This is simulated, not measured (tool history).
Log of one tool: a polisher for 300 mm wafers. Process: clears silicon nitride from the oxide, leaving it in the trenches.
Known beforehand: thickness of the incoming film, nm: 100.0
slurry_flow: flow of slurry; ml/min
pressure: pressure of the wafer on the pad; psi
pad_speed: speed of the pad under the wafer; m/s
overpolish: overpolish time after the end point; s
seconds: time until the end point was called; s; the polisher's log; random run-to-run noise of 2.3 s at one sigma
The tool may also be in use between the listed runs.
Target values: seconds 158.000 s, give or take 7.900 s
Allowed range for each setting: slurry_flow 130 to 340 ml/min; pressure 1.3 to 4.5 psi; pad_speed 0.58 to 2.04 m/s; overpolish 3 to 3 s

Run 1, hour 0.0: slurry_flow 220 ml/min, pressure 2.9 psi, pad_speed 1.30 m/s, overpolish 3 s. Result: seconds 96.698 s.
Run 2, hour 5.2: slurry_flow 220 ml/min, pressure 2.9 psi, pad_speed 1.30 m/s, overpolish 3 s. Result: seconds 99.233 s.
Run 3, hour 11.4: slurry_flow 220 ml/min, pressure 2.9 psi, pad_speed 1.30 m/s, overpolish 3 s. Result: seconds 97.658 s.
Run 4, hour 19.1: slurry_flow 220 ml/min, pressure 2.7 psi, pad_speed 1.30 m/s, overpolish 3 s. Result: seconds 104.280 s.
Run 5, hour 23.4: slurry_flow 260 ml/min, pressure 2.7 psi, pad_speed 1.30 m/s, overpolish 3 s. Result: seconds 104.020 s.
Run 6, hour 25.3: slurry_flow 260 ml/min, pressure 3.0 psi, pad_speed 1.30 m/s, overpolish 3 s. Result: seconds 92.558 s.
Run 7, hour 25.8: slurry_flow 260 ml/min, pressure 2.8 psi, pad_speed 1.28 m/s, overpolish 3 s. Result: seconds 101.060 s.
Run 8, hour 33.9: slurry_flow 260 ml/min, pressure 2.0 psi, pad_speed 1.22 m/s, overpolish 3 s. Result: seconds 144.580 s.

Which of these 4 next moves meets every target?
Run A, hour 42.0: slurry_flow 205 ml/min, pressure 2.0 psi, pad_speed 1.14 m/s, overpolish 3 s. Result: seconds ?.
Run B, hour 42.0: slurry_flow 260 ml/min, pressure 2.2 psi, pad_speed 1.18 m/s, overpolish 3 s. Result: seconds ?.
Run C, hour 42.0: slurry_flow 255 ml/min, pressure 1.8 psi, pad_speed 1.48 m/s, overpolish 3 s. Result: seconds ?.
Run D, hour 42.0: slurry_flow 290 ml/min, pressure 2.4 psi, pad_speed 1.22 m/s, overpolish 3 s. Result: seconds ?.

move  seconds
   A  161.220
   B  138.120
   C  134.620
   D  121.620
A: hits every target within its allowed miss
B: moves away from the targets compared with the last run
C: moves away from the targets compared with the last run
D: moves away from the targets compared with the last run
So the answer is move A, the one that meets all the targets.
